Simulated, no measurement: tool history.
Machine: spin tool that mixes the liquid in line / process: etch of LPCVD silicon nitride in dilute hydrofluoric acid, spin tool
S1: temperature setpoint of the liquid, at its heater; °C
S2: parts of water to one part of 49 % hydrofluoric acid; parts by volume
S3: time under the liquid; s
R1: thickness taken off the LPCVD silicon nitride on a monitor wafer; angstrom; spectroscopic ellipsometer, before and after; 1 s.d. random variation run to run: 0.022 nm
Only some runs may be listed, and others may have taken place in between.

| run | day | S1 | S2 | S3 | R1 |
|---|---|---|---|---|---|
| 1 | 0.000 | 23.0 | 65 | 50 | 3.7465 |
| 2 | 0.200 | 23.0 | 65 | 50 | 3.6607 |
| 3 | 0.304 | 25.0 | 55 | 50 | 5.1648 |
| 4 | 0.579 | 25.0 | 40 | 50 | 6.8503 |
| 5 | 0.875 | 25.5 | 40 | 50 | 7.2092 |
| 6 | 0.917 | 26.0 | 40 | 50 | 7.4915 |

Expected results for the next run?
| 7 | 1.146 | 26.5 | 40 | 50 | ? |

{"run 7": {"R1": 7.7357}}
